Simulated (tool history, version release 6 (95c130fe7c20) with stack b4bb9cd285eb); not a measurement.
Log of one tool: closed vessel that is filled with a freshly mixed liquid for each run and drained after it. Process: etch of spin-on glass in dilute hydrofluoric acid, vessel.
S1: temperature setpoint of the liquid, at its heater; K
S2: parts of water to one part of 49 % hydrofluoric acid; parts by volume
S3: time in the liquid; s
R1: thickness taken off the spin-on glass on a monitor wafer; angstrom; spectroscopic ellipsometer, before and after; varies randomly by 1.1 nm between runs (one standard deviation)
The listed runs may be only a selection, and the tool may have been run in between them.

{"run": 1, "hour": 0.0, "S1": 296.15, "S2": 75, "S3": 95, "R1": 457.68}
{"run": 2, "hour": 8.0, "S1": 296.15, "S2": 75, "S3": 100, "R1": 487.77}
{"run": 3, "hour": 12.0, "S1": 297.15, "S2": 70, "S3": 100, "R1": 548.52}
{"run": 4, "hour": 18.3, "S1": 298.15, "S2": 70, "S3": 100, "R1": 563.67}
{"run": 5, "hour": 24.0, "S1": 299.15, "S2": 65, "S3": 100, "R1": 640.41}
{"run": 6, "hour": 31.7, "S1": 302.15, "S2": 65, "S3": 100, "R1": 718.3}

Run 7 is up next; what results do you expect?
{"run": 7, "hour": 37.0, "S1": 302.65, "S2": 60, "S3": 100, "R1": "?"}

{"run 7": {"R1": 795.92}}

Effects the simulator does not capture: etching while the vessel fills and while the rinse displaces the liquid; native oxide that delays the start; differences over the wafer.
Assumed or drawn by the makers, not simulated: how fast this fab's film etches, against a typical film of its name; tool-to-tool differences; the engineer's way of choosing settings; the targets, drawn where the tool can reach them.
